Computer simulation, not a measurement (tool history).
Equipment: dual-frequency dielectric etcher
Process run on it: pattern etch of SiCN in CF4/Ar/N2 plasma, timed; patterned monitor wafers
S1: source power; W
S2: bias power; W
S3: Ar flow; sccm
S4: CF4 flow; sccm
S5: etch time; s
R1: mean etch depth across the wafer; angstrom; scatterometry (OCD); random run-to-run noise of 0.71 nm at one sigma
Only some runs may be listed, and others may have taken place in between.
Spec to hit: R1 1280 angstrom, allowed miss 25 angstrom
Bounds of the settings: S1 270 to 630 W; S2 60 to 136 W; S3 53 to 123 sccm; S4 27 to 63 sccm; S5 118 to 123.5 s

Run 1, day 0: S1 450 W, S2 98 W, S3 88 sccm, S4 45 sccm, S5 118 s. Result: R1 1040.3 angstrom.
Run 2, day 0.254: S1 410 W, S2 98 W, S3 88 sccm, S4 45 sccm, S5 118 s. Result: R1 937.93 angstrom.
Run 3, day 0.475: S1 450 W, S2 99 W, S3 88 sccm, S4 45 sccm, S5 118 s. Result: R1 1059.7 angstrom.
Run 4, day 0.712: S1 450 W, S2 99 W, S3 88 sccm, S4 45 sccm, S5 118 s. Result: R1 1045.9 angstrom.
Run 5, day 0.95: S1 450 W, S2 99 W, S3 88 sccm, S4 51 sccm, S5 118 s. Result: R1 1065.4 angstrom.
Run 6, day 1.304: S1 450 W, S2 93 W, S3 88 sccm, S4 51 sccm, S5 118 s. Result: R1 1022.5 angstrom.
Run 7, day 1.338: S1 480 W, S2 93 W, S3 88 sccm, S4 51 sccm, S5 118 s. Result: R1 1106 angstrom.
Run 8, day 1.612: S1 500 W, S2 93 W, S3 88 sccm, S4 51 sccm, S5 118 s. Result: R1 1157.3 angstrom.
Run 9, day 1.954: S1 510 W, S2 93 W, S3 88 sccm, S4 51 sccm, S5 118 s. Result: R1 1162.4 angstrom.
Run 10, day 2.021: S1 520 W, S2 93 W, S3 88 sccm, S4 51 sccm, S5 118 s. Result: R1 1188.6 angstrom.

Exactly one of the 4 candidate moves below puts every result within its allowed miss. Which one?
Run A, day 2.088: S1 550 W, S2 85 W, S3 80 sccm, S4 55 sccm, S5 118 s. Result: R1 ?.
Run B, day 2.088: S1 480 W, S2 93 W, S3 90 sccm, S4 51 sccm, S5 120.5 s. Result: R1 ?.
Run C, day 2.088: S1 530 W, S2 100 W, S3 94 sccm, S4 41 sccm, S5 123.5 s. Result: R1 ?.
Run D, day 2.088: S1 490 W, S2 97 W, S3 86 sccm, S4 49 sccm, S5 120 s. Result: R1 ?.

move      R1
   A  1236.8
   B  1117.9
   C  1268.8
   D  1157.5
A: better than the last run, though not everything is in spec
B: further off than the last run
C: each result inside its tolerance
D: further off than the last run
C is the move that brings every result within its allowed miss.
